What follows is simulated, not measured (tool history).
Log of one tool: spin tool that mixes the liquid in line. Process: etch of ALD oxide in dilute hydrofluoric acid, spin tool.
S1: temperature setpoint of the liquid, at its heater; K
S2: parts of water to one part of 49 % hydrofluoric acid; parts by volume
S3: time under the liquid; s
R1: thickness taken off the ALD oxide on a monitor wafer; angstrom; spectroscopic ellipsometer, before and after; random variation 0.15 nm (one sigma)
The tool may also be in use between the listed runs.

Run 1, day 0.000: S1 298.15 K, S2 90 parts by volume, S3 265 s. Result: R1 397.18 angstrom.
Run 2, day 0.196: S1 295.65 K, S2 90 parts by volume, S3 265 s. Result: R1 361.65 angstrom.
Run 3, day 0.404: S1 294.15 K, S2 90 parts by volume, S3 265 s. Result: R1 339.74 angstrom.
Run 4, day 0.679: S1 293.15 K, S2 90 parts by volume, S3 265 s. Result: R1 326.30 angstrom.
Run 5, day 0.783: S1 292.15 K, S2 90 parts by volume, S3 265 s. Result: R1 310.66 angstrom.
Run 6, day 0.838: S1 292.15 K, S2 70 parts by volume, S3 265 s. Result: R1 410.53 angstrom.
Run 7, day 1.150: S1 291.65 K, S2 80 parts by volume, S3 265 s. Result: R1 344.02 angstrom.
At day 1.354: thermometer replaced.
Run 8, day 1.354: S1 291.15 K, S2 85 parts by volume, S3 265 s. Result: R1 346.84 angstrom.
Run 9, day 1.388: S1 290.65 K, S2 90 parts by volume, S3 265 s. Result: R1 321.23 angstrom.

Forecast run 10:
Run 10, day 1.696: S1 290.65 K, S2 95 parts by volume, S3 265 s. Result: R1 ?.

{"run 10": {"R1": 299.68}}
